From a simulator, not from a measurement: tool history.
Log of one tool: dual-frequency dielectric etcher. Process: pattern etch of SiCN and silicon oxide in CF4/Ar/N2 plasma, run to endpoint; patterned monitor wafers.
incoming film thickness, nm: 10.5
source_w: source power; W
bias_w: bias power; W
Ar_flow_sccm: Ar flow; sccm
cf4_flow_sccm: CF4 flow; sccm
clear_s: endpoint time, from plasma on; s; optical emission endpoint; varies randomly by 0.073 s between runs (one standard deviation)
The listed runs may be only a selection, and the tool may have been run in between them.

run	hour	source_w	bias_w	Ar_flow_sccm	cf4_flow_sccm	clear_s
1	0.0	560	83	96	82	9.2739
2	7.2	560	83	96	95	9.0256
3	10.1	560	83	96	102	8.9478
4	16.4	510	82	96	102	9.9155
5	22.9	480	82	96	102	10.3820
6	26.4	540	82	96	102	9.2411
7	31.1	500	81	96	102	10.0620
8	34.1	470	81	96	102	10.6750
9	35.4	470	81	96	102	10.5870

Run 10 has not been measured yet. What should we expect?
10	38.2	450	81	96	102	?

For run 10 the tool returned clear_s 11.2750 s.
